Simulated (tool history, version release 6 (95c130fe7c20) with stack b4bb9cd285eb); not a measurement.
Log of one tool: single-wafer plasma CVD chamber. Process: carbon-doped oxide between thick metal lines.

run,hour,heater temperature setpoint (°C),chamber pressure (Pa),RF power (kW),deposition time (s),mean film thickness on the monitor wafer (angstrom)
1,0.0,375,613,0.520,191,8782.0
2,8.8,382,613,0.520,191,8686.9
3,15.2,381,667,0.545,191,9037.2
4,18.1,391,667,0.545,191,8882.2
5,20.4,389,712,0.565,191,9184.0
6,21.4,387,745,0.580,191,9304.3
7,28.5,386,749,0.600,191,9529.4
8,36.4,385,757,0.615,191,9726.6

Forecast run 9:
9,38.5,385,763,0.620,191,?

{"run 9": {"mean film thickness on the monitor wafer (angstrom)": 9740.8}}
